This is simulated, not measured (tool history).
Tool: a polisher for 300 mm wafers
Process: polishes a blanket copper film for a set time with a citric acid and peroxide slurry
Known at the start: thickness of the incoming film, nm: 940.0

run  hour  flow of slurry (ml/min)  pressure of the wafer on the pad (kPa)  speed of the pad under the wafer (cm/s)  abrasive content of the slurry  polishing time (s)  film removed (Å)
  1     0                      290                                    21.4                                      122                               1                 111            2812.1
  2   4.1                      290                                    17.9                                      122                               1                 111            2351.5
  3  12.2                      295                                    18.6                                      122                               1                 111            2430.7
  4  15.5                      235                                    18.6                                      122                               1                 111            2366.7
  5  24.3                      235                                    18.6                                      122                               1                 117            2528.9
  6  25.2                      245                                    18.6                                      122                               1                 117            2515.2
  7  29.1                      245                                    20.7                                      122                               1                 117              2777

The next listed run, before its measurement:
  8  34.5                      240                                    20.7                                      122                               1                 117                 ?

{"run 8": {"film removed (Å)": 2778.4}}
